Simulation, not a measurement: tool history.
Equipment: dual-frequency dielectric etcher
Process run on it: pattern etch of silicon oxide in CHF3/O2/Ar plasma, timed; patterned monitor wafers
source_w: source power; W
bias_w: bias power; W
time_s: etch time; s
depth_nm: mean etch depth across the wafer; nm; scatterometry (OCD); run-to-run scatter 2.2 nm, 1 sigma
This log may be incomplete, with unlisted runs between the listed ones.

run  hour  source_w  bias_w  time_s  depth_nm
  1     0       700     181   396.5    854.03
  2   2.7       750     181   396.5    894.05
  3  11.6       750     204   396.5    920.62
  4  14.2       750     183   396.5    899.29
  5  15.8       770     184   396.5    910.28
  6    18       790     185   396.5    930.85
  7  23.8       800     186   396.5    934.72
  8  27.3       810     187   396.5    947.55
  9  30.2       820     188   396.5    950.07

Run 10 comes next. What will it give?
 10  38.6       830     189   396.5         ?

Run 10 produced depth_nm 961.5 nm.
